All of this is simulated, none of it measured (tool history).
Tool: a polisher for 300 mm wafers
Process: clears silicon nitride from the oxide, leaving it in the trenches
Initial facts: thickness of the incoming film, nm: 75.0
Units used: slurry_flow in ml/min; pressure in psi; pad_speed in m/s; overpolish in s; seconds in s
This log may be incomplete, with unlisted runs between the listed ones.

{"run": 1, "hour": 0.0, "slurry_flow": 205, "pressure": 2.2, "pad_speed": 1.08, "overpolish": 14, "seconds": 87.708}
{"run": 2, "hour": 1.3, "slurry_flow": 205, "pressure": 2.0, "pad_speed": 1.06, "overpolish": 14, "seconds": 95.871}
{"run": 3, "hour": 4.9, "slurry_flow": 205, "pressure": 2.0, "pad_speed": 1.26, "overpolish": 14, "seconds": 82.137}
{"run": 4, "hour": 8.1, "slurry_flow": 205, "pressure": 1.6, "pad_speed": 1.26, "overpolish": 14, "seconds": 103.95}
{"run": 5, "hour": 8.9, "slurry_flow": 205, "pressure": 1.5, "pad_speed": 1.22, "overpolish": 14, "seconds": 106.91}
{"run": 6, "hour": 13.4, "slurry_flow": 230, "pressure": 1.5, "pad_speed": 1.22, "overpolish": 14, "seconds": 110.28}
{"run": 7, "hour": 15.8, "slurry_flow": 230, "pressure": 1.4, "pad_speed": 1.18, "overpolish": 14, "seconds": 118.31}

Predict the results of run 8:
{"run": 8, "hour": 16.7, "slurry_flow": 230, "pressure": 1.3, "pad_speed": 1.14, "overpolish": 14, "seconds": "?"}

Run 8 produced seconds 129.240 s.
